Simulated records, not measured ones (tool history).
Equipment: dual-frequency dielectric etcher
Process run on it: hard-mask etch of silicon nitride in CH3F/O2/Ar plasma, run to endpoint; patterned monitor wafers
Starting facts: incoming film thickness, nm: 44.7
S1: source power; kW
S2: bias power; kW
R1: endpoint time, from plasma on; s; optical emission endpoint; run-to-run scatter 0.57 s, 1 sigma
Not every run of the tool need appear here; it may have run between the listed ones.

{"run": 1, "hour": 0.0, "S1": 0.54, "S2": 0.087, "R1": 54.665}
{"run": 2, "hour": 1.8, "S1": 0.5, "S2": 0.087, "R1": 57.022}
{"run": 3, "hour": 5.2, "S1": 0.5, "S2": 0.074, "R1": 59.105}
{"run": 4, "hour": 9.6, "S1": 0.5, "S2": 0.062, "R1": 62.577}
{"run": 5, "hour": 16.8, "S1": 0.49, "S2": 0.061, "R1": 62.729}
{"run": 6, "hour": 20.4, "S1": 0.55, "S2": 0.061, "R1": 60.453}
{"run": 7, "hour": 24.4, "S1": 0.53, "S2": 0.06, "R1": 60.461}

Predict the results of run 8:
{"run": 8, "hour": 26.2, "S1": 0.51, "S2": 0.059, "R1": "?"}

R1: 62.988 s

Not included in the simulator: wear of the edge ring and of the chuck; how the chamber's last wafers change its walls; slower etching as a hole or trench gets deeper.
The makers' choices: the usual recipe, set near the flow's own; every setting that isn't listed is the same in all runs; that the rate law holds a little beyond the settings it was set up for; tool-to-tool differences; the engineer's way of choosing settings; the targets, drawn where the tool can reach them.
